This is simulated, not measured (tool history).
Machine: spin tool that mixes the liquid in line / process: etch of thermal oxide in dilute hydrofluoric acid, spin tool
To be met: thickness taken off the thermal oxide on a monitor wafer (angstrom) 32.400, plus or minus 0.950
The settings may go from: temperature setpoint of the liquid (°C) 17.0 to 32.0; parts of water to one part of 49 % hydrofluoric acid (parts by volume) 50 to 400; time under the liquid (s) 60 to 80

run,hour,temperature setpoint of the liquid (°C),parts of water to one part of 49 % hydrofluoric acid (parts by volume),time under the liquid (s),thickness taken off the thermal oxide on a monitor wafer (angstrom)
1,0.0,24.0,225,80,14.554
2,2.9,22.5,225,80,13.848
3,3.9,23.5,210,80,15.402
4,5.7,21.0,210,80,14.129
5,7.1,22.5,200,80,16.110
6,10.5,22.5,230,80,13.451
7,11.8,23.5,215,80,15.141
8,19.6,24.5,205,80,16.604
9,21.2,25.5,195,80,18.340
10,26.2,26.5,185,80,20.423
11,28.8,27.0,180,80,21.244
12,30.6,27.5,175,80,22.443
13,39.3,28.0,170,80,23.789
14,47.0,28.5,165,80,25.024
15,53.3,29.0,160,80,26.653
16,58.4,29.5,160,80,26.604
17,60.0,30.0,155,80,28.238
18,66.6,30.5,155,80,29.004

5 candidate next runs follow, results not yet known. Just one meets every target within its allowed miss. Identify it.
A,73.2,31.0,145,80,?
B,73.2,29.5,130,80,?
C,73.2,31.5,110,60,?
D,73.2,28.5,125,80,?
E,73.2,30.0,130,80,?

move,thickness taken off the thermal oxide on a monitor wafer (angstrom)
A,32.053
B,34.549
C,33.880
D,34.856
E,35.188
A: all results land within tolerance of their targets
B: carries the result that was furthest off beyond its target, to the other side
C: carries the result that was furthest off beyond its target, to the other side
D: carries the result that was furthest off beyond its target, to the other side
E: carries the result that was furthest off beyond its target, to the other side
The move that meets every target is A.
